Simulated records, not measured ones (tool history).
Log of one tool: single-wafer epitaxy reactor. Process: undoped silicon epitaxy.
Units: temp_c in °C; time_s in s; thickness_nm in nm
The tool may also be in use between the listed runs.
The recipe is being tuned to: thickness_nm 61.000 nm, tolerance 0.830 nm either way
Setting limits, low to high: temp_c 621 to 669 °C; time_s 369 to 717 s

run 1 hour=0.0 | temp_c=645 time_s=543 | thickness_nm=81.961
run 2 hour=0.7 | temp_c=641 time_s=543 | thickness_nm=75.912
run 3 hour=8.7 | temp_c=638 time_s=543 | thickness_nm=72.153
run 4 hour=11.0 | temp_c=635 time_s=543 | thickness_nm=67.483
run 5 hour=12.8 | temp_c=645 time_s=543 | thickness_nm=81.701
run 6 hour=15.9 | temp_c=655 time_s=543 | thickness_nm=99.066
run 7 hour=19.9 | temp_c=647 time_s=542 | thickness_nm=84.976
run 8 hour=25.6 | temp_c=635 time_s=540 | thickness_nm=67.377
run 9 hour=34.0 | temp_c=633 time_s=540 | thickness_nm=64.241
run 10 hour=39.3 | temp_c=632 time_s=540 | thickness_nm=63.237
run 11 hour=45.5 | temp_c=631 time_s=540 | thickness_nm=62.071

Which single option among these 4 for the next run brings every result within its allowed miss of target? Just one does.
run A hour=51.7 | temp_c=627 time_s=574 | thickness_nm=?
run B hour=51.7 | temp_c=627 time_s=602 | thickness_nm=?
run C hour=51.7 | temp_c=632 time_s=560 | thickness_nm=?
run D hour=51.7 | temp_c=632 time_s=540 | thickness_nm=?

move=A thickness_nm=60.678
move=B thickness_nm=63.638
move=C thickness_nm=65.415
move=D thickness_nm=63.079
A: each result inside its tolerance
B: misses by more than the last run did
C: misses by more than the last run did
D: misses by more than the last run did
The right move is A.
